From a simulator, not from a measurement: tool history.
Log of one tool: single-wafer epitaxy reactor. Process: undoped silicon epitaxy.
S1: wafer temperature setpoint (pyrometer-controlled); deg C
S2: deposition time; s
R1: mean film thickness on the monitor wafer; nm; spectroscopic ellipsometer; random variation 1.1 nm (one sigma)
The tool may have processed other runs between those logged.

run 1 day=0 | S1=670 S2=449 | R1=121.89
run 2 day=0.158 | S1=673 S2=450 | R1=127.92
run 3 day=0.371 | S1=673 S2=513 | R1=145.72
run 4 day=0.45 | S1=675 S2=513 | R1=151.1
run 5 day=0.475 | S1=675 S2=538 | R1=159.21
run 6 day=0.721 | S1=677 S2=538 | R1=166.1
run 7 day=1.046 | S1=678 S2=538 | R1=168.5
run 8 day=1.4 | S1=679 S2=538 | R1=171.69
run 9 day=1.704 | S1=680 S2=538 | R1=174.54
run 10 day=2.017 | S1=681 S2=538 | R1=178.68
run 11 day=2.371 | S1=682 S2=538 | R1=179.25
run 12 day=2.533 | S1=683 S2=538 | R1=186.43

Expected results for the next run?
run 13 day=2.583 | S1=683 S2=538 | R1=?

R1: 185.37 nm

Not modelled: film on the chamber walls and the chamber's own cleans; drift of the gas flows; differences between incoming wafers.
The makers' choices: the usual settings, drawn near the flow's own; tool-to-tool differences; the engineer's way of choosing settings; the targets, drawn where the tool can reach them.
